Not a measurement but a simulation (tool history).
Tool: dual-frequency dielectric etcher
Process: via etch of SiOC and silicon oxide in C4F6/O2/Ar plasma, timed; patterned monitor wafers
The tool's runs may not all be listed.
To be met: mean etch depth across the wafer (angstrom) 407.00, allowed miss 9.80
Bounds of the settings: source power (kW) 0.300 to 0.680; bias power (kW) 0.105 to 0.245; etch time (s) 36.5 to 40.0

run,hour,source power (kW),bias power (kW),etch time (s),mean etch depth across the wafer (angstrom)
1,0.0,0.490,0.175,40.0,487.35
2,8.3,0.490,0.175,40.0,486.64
3,9.3,0.490,0.186,40.0,495.37
4,15.2,0.430,0.186,40.0,470.23
5,22.8,0.390,0.186,40.0,451.93
6,31.6,0.370,0.182,40.0,440.24
7,34.0,0.350,0.179,40.0,426.57
8,34.6,0.340,0.178,40.0,420.93

5 next moves are on the table. One of them brings every result within its allowed miss. Which?
A,35.2,0.410,0.174,38.0,?
B,35.2,0.430,0.142,39.5,?
C,35.2,0.330,0.235,38.0,?
D,35.2,0.360,0.181,39.5,?
E,35.2,0.300,0.200,39.0,?

move,mean etch depth across the wafer (angstrom)
A,429.92
B,432.41
C,428.77
D,428.43
E,403.88
A: further off than the last run
B: further off than the last run
C: further off than the last run
D: further off than the last run
E: meets every target
The right move is E.
